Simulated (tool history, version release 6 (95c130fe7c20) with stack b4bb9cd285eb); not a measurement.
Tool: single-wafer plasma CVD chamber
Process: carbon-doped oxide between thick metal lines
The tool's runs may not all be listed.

run,hour,heater temperature setpoint (deg C),chamber pressure (Torr),RF power (kW),deposition time (s),mean film thickness on the monitor wafer (nm)
1,0.0,350,5.41,0.515,294,1417.3
2,4.0,350,4.98,0.515,294,1413.5
3,5.5,349,5.06,0.525,294,1440.4
4,8.1,347,5.13,0.530,294,1457.7
5,13.9,345,5.21,0.535,294,1481.8
6,16.0,343,5.29,0.540,294,1507.5
7,24.9,341,5.35,0.540,294,1507.1

The next listed run, before its measurement:
8,26.3,340,5.41,0.545,294,?

{"run 8": {"mean film thickness on the monitor wafer (nm)": 1532.5}}

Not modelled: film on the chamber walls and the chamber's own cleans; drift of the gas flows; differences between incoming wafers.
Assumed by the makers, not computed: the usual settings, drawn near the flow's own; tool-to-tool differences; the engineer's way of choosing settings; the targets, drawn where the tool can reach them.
